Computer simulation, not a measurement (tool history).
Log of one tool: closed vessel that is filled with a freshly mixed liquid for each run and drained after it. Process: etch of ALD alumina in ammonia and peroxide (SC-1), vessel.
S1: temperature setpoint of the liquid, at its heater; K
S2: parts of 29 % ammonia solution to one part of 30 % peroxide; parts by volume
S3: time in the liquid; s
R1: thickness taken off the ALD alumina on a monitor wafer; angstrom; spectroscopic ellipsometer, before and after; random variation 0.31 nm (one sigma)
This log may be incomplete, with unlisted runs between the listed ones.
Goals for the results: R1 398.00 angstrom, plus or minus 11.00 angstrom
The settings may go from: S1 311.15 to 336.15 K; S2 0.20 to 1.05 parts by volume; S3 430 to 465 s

run	day	S1	S2	S3	R1
1	0.000	320.15	0.55	430	220.08
2	0.317	321.65	0.55	430	241.63
3	0.567	321.65	0.40	430	231.60
4	0.792	323.15	0.40	430	252.82
5	1.154	319.65	0.40	430	210.80
6	1.308	312.65	0.40	430	141.70
7	1.429	315.15	0.40	430	163.06
8	1.479	317.15	0.40	430	183.88
9	1.688	319.15	0.40	430	205.64
10	1.838	320.65	0.40	430	221.91
11	2.025	322.15	0.40	430	246.09
12	2.054	322.15	0.40	430	238.14
13	2.317	330.15	0.40	430	366.40

Pick the move, out of 4, that brings all results within their allowed miss; only one does.
A	2.579	329.15	0.50	430	?
B	2.579	327.65	0.75	465	?
C	2.579	330.65	0.50	445	?
D	2.579	327.15	0.60	430	?

move	R1
A	362.37
B	376.56
C	405.21
D	332.10
A: moves away from the targets compared with the last run
B: closes in on the targets versus the last run, not all within tolerance yet
C: meets every target
D: moves away from the targets compared with the last run
C is the move that brings every result within its allowed miss.
